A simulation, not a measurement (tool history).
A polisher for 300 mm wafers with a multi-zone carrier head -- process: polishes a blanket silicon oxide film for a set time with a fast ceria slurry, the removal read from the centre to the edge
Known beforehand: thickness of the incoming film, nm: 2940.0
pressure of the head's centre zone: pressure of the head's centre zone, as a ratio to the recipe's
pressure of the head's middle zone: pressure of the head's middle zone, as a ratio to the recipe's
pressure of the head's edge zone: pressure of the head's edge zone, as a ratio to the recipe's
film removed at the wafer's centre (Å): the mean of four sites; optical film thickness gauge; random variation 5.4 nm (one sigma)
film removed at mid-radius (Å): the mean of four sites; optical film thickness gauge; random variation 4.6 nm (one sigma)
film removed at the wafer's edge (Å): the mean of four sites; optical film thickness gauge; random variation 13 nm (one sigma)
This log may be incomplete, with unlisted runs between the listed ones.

run  hour  flow of slurry (ml/min)  pressure of the head's centre zone  pressure of the head's middle zone  pressure of the head's edge zone  polishing time (s)  film removed at the wafer's centre (Å)  film removed at mid-radius (Å)  film removed at the wafer's edge (Å)
  1     0                      260                                   1                                   1                                 1                  79                                  6757.1                          6726.2                                6608.3
  2   6.2                      260                                0.97                                0.97                              1.04                  83                                  6850.3                          6915.5                                7106.4
  3   9.7                      260                                0.97                                1.04                              1.04                  83                                  6782.2                          7287.6                                  7018
  4  14.6                      260                                0.97                                1.04                              1.04                  95                                  7792.4                          8350.2                                8273.3
  5  17.7                      245                                0.95                                   1                              1.07                  96                                  7774.9                            8164                                  8479
  6  20.7                      235                                0.93                                0.97                              1.09                  96                                  7527.1                          7953.3                                8187.6
  7  26.7                      260                                0.91                                0.93                              1.11                  96                                  7490.3                          7796.5                                8361.2

The next listed run, before its measurement:
  8  28.8                      250                                0.89                                 0.9                              1.13                  97                                       ?                               ?                                     ?

film removed at the wafer's centre (Å): 7389.8
film removed at mid-radius (Å): 7673.6
film removed at the wafer's edge (Å): 8720

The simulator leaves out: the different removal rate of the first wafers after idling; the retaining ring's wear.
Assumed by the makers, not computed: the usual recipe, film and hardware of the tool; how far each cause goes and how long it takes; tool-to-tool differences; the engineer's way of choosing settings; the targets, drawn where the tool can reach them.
